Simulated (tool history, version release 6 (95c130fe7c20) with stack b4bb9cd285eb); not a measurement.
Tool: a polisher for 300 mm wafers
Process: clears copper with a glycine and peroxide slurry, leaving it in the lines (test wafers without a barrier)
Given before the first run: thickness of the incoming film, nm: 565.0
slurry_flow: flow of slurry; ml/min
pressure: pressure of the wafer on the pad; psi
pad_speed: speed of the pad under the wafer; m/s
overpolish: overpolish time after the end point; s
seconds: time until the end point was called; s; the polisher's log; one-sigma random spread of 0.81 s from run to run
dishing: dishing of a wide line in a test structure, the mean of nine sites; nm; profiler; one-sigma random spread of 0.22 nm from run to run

run	hour	slurry_flow	pressure	pad_speed	overpolish	seconds	dishing
1	0	225	3.4	0.94	26	105.6	18.882
2	3.4	255	3.4	0.94	26	102.35	19.334
3	10	245	3.7	0.96	25	93.333	18.794
4	17.8	250	3.9	0.96	25	91.021	18.411
5	23.5	250	3.1	0.96	25	110.68	19.467
6	31.2	250	2.5	0.96	25	129.51	19.554
7	33.4	250	3	0.98	25	108.68	19.042
8	39.9	255	3.3	0.98	25	102.97	19.081
9	44.5	260	3.6	0.98	25	93.504	18.346
10	47.5	260	3.8	0.98	30	91.15	18.964
11	54.8	260	4	0.98	30	85.896	18.634
12	63	265	4.1	0.98	31	84.718	18.722
13	65.5	265	4.2	0.98	31	81.15	18.761
14	67.2	265	4.3	0.98	30	82.217	18.681
15	70.1	265	4.4	0.98	30	79.113	18.676
16	73	265	4.5	0.98	29	77.32	18.419

Expected results for the next run?
17	81	265	4.6	0.98	29	?	?

{"run 17": {"seconds": 76.677, "dishing": 18.657}}
